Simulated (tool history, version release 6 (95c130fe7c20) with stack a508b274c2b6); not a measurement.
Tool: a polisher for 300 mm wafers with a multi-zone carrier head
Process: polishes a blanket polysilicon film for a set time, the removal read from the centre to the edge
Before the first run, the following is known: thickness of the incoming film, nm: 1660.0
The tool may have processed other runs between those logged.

run  hour  flow of slurry (ml/min)  pressure of the head's centre zone  pressure of the head's middle zone  pressure of the head's edge zone  polishing time (s)  film removed at the wafer's centre (angstrom)  film removed at mid-radius (angstrom)  film removed at the wafer's edge (angstrom)
  1   0.0                      155                                1.00                                1.00                              1.00                  55                                         6123.9                                 5802.3                                       5978.8
  2   8.3                      155                                0.94                                1.00                              1.00                  55                                         5755.0                                 5938.4                                       6127.6
  3  15.7                      150                                0.97                                1.00                              0.96                  54                                         5772.0                                 5744.7                                       5917.7
  4  18.1                      150                                0.97                                1.00                              1.02                  54                                         5846.5                                 5759.9                                       5910.5
  5  20.4                      140                                1.00                                1.03                              1.02                  52                                         5670.1                                 5701.9                                       5732.1
  6  28.0                      140                                1.00                                1.03                              1.02                  58                                         6204.7                                 6252.6                                       6426.4
  7  29.7                      150                                1.02                                1.04                              1.00                  54                                         6048.5                                 6139.3                                       5796.0
  8  31.6                      150                                1.03                                1.03                              0.99                  52                                         5813.2                                 5653.6                                       5811.4

Estimate the outcome of run 9 from the log above:
  9  38.1                      180                                1.05                                1.04                              1.00                  48                                              ?                                      ?                                            ?

film removed at the wafer's centre (angstrom): 5813.3
film removed at mid-radius (angstrom): 5547.4
film removed at the wafer's edge (angstrom): 5304.4

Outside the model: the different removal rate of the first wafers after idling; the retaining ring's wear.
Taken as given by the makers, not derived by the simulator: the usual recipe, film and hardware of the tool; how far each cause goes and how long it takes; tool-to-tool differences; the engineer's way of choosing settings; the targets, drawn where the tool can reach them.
